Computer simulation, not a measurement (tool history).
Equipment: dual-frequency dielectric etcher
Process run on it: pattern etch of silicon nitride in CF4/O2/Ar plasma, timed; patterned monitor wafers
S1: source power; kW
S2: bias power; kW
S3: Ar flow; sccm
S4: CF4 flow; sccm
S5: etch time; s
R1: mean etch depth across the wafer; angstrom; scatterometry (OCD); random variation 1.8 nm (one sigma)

{"run": 1, "hour": 0.0, "S1": 0.38, "S2": 0.066, "S3": 127, "S4": 101, "S5": 570.5, "R1": 9113.4}
{"run": 2, "hour": 7.7, "S1": 0.38, "S2": 0.066, "S3": 127, "S4": 101, "S5": 570.5, "R1": 9106.0}
{"run": 3, "hour": 10.0, "S1": 0.38, "S2": 0.066, "S3": 127, "S4": 101, "S5": 570.5, "R1": 9090.2}
{"run": 4, "hour": 16.0, "S1": 0.38, "S2": 0.066, "S3": 145, "S4": 101, "S5": 570.5, "R1": 8941.4}
{"run": 5, "hour": 19.0, "S1": 0.36, "S2": 0.066, "S3": 145, "S4": 101, "S5": 570.5, "R1": 8550.6}
{"run": 6, "hour": 27.3, "S1": 0.36, "S2": 0.066, "S3": 160, "S4": 101, "S5": 570.5, "R1": 8482.5}
{"run": 7, "hour": 30.7, "S1": 0.36, "S2": 0.066, "S3": 160, "S4": 101, "S5": 570.5, "R1": 8430.2}
{"run": 8, "hour": 34.4, "S1": 0.35, "S2": 0.066, "S3": 160, "S4": 101, "S5": 570.5, "R1": 8261.0}

Predict the results of run 9:
{"run": 9, "hour": 37.6, "S1": 0.34, "S2": 0.066, "S3": 160, "S4": 101, "S5": 570.5, "R1": "?"}

{"run 9": {"R1": 8100.5}}
